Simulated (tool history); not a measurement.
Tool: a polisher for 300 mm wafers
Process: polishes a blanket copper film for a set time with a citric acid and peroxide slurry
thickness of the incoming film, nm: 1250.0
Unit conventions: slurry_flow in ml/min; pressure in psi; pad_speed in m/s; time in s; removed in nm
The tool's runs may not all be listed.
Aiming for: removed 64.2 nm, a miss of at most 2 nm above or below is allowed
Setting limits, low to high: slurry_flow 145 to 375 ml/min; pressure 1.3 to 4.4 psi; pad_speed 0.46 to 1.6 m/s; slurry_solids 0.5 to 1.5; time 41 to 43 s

| run | hour | slurry_flow | pressure | pad_speed | slurry_solids | time | removed |
|---|---|---|---|---|---|---|---|
| 1 | 0 | 240 | 2.8 | 1.02 | 1 | 41 | 88.121 |
| 2 | 5.2 | 240 | 2.8 | 1.02 | 1 | 43 | 91.218 |
| 3 | 13 | 240 | 2.8 | 1.02 | 0.85 | 43 | 90.686 |
| 4 | 20.6 | 240 | 2.8 | 0.92 | 0.85 | 43 | 80.962 |
| 5 | 26.6 | 240 | 2.8 | 0.92 | 0.85 | 43 | 80.838 |
| 6 | 30.2 | 240 | 2.8 | 0.92 | 0.85 | 41 | 76.189 |
| 7 | 36.5 | 240 | 2.7 | 0.92 | 0.85 | 41 | 74.997 |
| 8 | 39.4 | 240 | 2.6 | 0.92 | 0.85 | 41 | 72.048 |
| 9 | 44.4 | 240 | 2.5 | 0.92 | 0.85 | 41 | 70.65 |
| 10 | 51.9 | 240 | 2.4 | 0.92 | 0.85 | 41 | 68.962 |
| 11 | 53.8 | 235 | 2.3 | 0.92 | 0.85 | 41 | 67.702 |

5 candidate next runs follow, results not yet known. Just one meets every target within its allowed miss. Identify it.
| A | 55.7 | 255 | 2.1 | 1.02 | 0.85 | 41 | ? |
| B | 55.7 | 165 | 2.3 | 0.98 | 0.9 | 43 | ? |
| C | 55.7 | 195 | 2.2 | 0.92 | 0.8 | 42 | ? |
| D | 55.7 | 225 | 2.2 | 0.96 | 1 | 41 | ? |
| E | 55.7 | 235 | 2.2 | 0.92 | 0.9 | 42 | ? |

| move | removed |
|---|---|
| A | 70.661 |
| B | 71.902 |
| C | 64.396 |
| D | 70.026 |
| E | 67.705 |
A: the biggest miss grows against the last run
B: the biggest miss grows against the last run
C: each result inside its tolerance
D: the biggest miss grows against the last run
E: neither nearer nor further off than the last run
Correct choice: C, which meets every target

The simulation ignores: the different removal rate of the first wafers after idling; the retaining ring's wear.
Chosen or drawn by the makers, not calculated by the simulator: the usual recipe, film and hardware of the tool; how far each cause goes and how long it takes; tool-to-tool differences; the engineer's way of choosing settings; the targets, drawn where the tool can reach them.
